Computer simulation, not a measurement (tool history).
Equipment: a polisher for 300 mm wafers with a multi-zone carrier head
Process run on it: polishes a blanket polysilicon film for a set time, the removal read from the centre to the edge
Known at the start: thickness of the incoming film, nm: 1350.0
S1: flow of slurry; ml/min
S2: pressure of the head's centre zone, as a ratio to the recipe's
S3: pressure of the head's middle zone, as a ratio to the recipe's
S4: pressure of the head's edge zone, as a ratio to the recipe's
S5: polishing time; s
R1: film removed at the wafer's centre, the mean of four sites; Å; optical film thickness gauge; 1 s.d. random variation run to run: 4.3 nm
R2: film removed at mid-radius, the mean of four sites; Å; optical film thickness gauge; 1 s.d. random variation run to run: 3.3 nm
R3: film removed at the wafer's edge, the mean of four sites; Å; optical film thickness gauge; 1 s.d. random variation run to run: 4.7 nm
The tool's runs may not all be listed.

run,hour,S1,S2,S3,S4,S5,R1,R2,R3
1,0,265,1,1,1,47,4366.5,4246.9,4166
2,7.4,210,1,1,1,47,4324,4110.4,4160.3
3,8.9,210,1,0.99,1,47,4202.9,4058.7,4146.8
4,17.1,210,1,0.99,1,36,3236.2,3119.2,3195.3
5,23.2,210,1.01,0.99,1.01,37,3400.9,3223.1,3220.3
6,30.9,210,0.95,0.99,1.01,37,3238,3227,3239.1
7,35.4,255,1.04,0.92,1.11,44,4154.2,3663.9,4112

Expected results for the next run?
8,36.4,250,1.04,0.92,1.11,44,?,?,?

R1: 4181.3 Å
R2: 3568.5 Å
R3: 4084.9 Å
